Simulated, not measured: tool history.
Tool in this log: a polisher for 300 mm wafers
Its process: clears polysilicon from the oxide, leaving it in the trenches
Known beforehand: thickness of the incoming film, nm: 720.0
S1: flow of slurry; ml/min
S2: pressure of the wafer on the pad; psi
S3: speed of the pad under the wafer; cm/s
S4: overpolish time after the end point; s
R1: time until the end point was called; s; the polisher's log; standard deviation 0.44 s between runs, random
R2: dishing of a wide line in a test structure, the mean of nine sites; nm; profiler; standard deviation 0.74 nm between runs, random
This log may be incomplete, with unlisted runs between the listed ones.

run	hour	S1	S2	S3	S4	R1	R2
1	0	150	3.2	78	17	62.282	40.578
2	3	150	2.9	78	17	68.991	42.692
3	8.3	160	3.3	72	13	64.755	40.627
4	12.3	145	3.7	68	10	62.31	38.857
5	19.3	145	3.7	88	10	48.663	40.822
6	24.1	145	3.7	88	16	48.658	44.553
7	28.9	145	3.7	86	13	48.897	39.165
8	33.5	120	3.4	86	5	55.407	31.988
9	40.2	120	3.5	86	5	54.345	30.72

The next listed run, before its measurement:
10	43.3	135	3.6	88	13	?	?

R1: 50.432 s
R2: 41.902 nm
